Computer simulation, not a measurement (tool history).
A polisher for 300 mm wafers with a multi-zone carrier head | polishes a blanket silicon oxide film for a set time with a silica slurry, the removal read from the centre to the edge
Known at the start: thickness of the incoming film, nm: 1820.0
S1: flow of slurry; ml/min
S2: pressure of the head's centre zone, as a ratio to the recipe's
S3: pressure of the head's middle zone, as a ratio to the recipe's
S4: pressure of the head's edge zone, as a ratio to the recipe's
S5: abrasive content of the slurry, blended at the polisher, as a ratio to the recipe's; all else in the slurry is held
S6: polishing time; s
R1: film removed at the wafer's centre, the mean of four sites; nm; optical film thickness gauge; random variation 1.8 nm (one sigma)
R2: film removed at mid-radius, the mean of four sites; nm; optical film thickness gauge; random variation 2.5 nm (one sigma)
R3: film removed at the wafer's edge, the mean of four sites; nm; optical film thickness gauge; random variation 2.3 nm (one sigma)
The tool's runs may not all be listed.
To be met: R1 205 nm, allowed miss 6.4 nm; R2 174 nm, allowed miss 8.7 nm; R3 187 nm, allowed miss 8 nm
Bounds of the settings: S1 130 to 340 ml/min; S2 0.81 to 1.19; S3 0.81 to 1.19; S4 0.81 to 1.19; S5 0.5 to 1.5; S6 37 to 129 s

{"run": 1, "hour": 0.0, "S1": 220, "S2": 1, "S3": 1, "S4": 1, "S5": 1, "S6": 83, "R1": 340.83, "R2": 342.22, "R3": 345.31}
{"run": 2, "hour": 5.5, "S1": 220, "S2": 1, "S3": 1.05, "S4": 1, "S5": 1, "S6": 83, "R1": 342.93, "R2": 356.42, "R3": 340.59}
{"run": 3, "hour": 12.1, "S1": 220, "S2": 1.01, "S3": 1.03, "S4": 0.99, "S5": 0.95, "S6": 79, "R1": 321.49, "R2": 323.81, "R3": 321.3}
{"run": 4, "hour": 16.1, "S1": 220, "S2": 1.01, "S3": 1.03, "S4": 0.99, "S5": 0.8, "S6": 79, "R1": 309.67, "R2": 314.41, "R3": 294.78}
{"run": 5, "hour": 24.2, "S1": 190, "S2": 1.01, "S3": 1.03, "S4": 0.99, "S5": 0.8, "S6": 79, "R1": 299.47, "R2": 299.2, "R3": 294.81}
{"run": 6, "hour": 29.8, "S1": 190, "S2": 1.01, "S3": 1.03, "S4": 0.99, "S5": 0.8, "S6": 60, "R1": 223.66, "R2": 236.42, "R3": 218.07}
{"run": 7, "hour": 36.1, "S1": 185, "S2": 1.02, "S3": 1, "S4": 0.98, "S5": 0.75, "S6": 60, "R1": 218.84, "R2": 220.97, "R3": 214.28}
{"run": 8, "hour": 41.2, "S1": 185, "S2": 1.03, "S3": 0.99, "S4": 0.97, "S5": 0.7, "S6": 60, "R1": 216.56, "R2": 216.58, "R3": 211.61}
{"run": 9, "hour": 43.9, "S1": 185, "S2": 1.04, "S3": 0.98, "S4": 0.96, "S5": 0.65, "S6": 60, "R1": 216.58, "R2": 208.92, "R3": 203.73}
{"run": 10, "hour": 47.7, "S1": 165, "S2": 1.03, "S3": 0.88, "S4": 0.93, "S5": 0.55, "S6": 60, "R1": 196.1, "R2": 179.26, "R3": 188.14}
{"run": 11, "hour": 55.7, "S1": 165, "S2": 1.04, "S3": 0.88, "S4": 0.93, "S5": 0.55, "S6": 60, "R1": 197.64, "R2": 175.26, "R3": 193.25}
{"run": 12, "hour": 64.2, "S1": 165, "S2": 1.04, "S3": 0.88, "S4": 0.93, "S5": 0.55, "S6": 60, "R1": 196.55, "R2": 177.27, "R3": 192.82}

Which of these 4 next moves meets every target?
{"run": "A", "hour": 72.7, "S1": 240, "S2": 1, "S3": 0.93, "S4": 1.02, "S5": 0.5, "S6": 60, "R1": "?", "R2": "?", "R3": "?"}
{"run": "B", "hour": 72.7, "S1": 150, "S2": 0.99, "S3": 0.89, "S4": 0.89, "S5": 0.6, "S6": 59, "R1": "?", "R2": "?", "R3": "?"}
{"run": "C", "hour": 72.7, "S1": 130, "S2": 1.11, "S3": 0.86, "S4": 0.92, "S5": 0.7, "S6": 58, "R1": "?", "R2": "?", "R3": "?"}
{"run": "D", "hour": 72.7, "S1": 175, "S2": 1.09, "S3": 0.96, "S4": 1.08, "S5": 0.75, "S6": 49, "R1": "?", "R2": "?", "R3": "?"}

move=A R1=195.27 R2=192.26 R3=202.48
move=B R1=184.02 R2=179.32 R3=186.69
move=C R1=205.17 R2=174.75 R3=191.35
move=D R1=188.4 R2=174.79 R3=187.61
A: further off than the last run
B: further off than the last run
C: meets every target
D: further off than the last run
Move C is the one to make.

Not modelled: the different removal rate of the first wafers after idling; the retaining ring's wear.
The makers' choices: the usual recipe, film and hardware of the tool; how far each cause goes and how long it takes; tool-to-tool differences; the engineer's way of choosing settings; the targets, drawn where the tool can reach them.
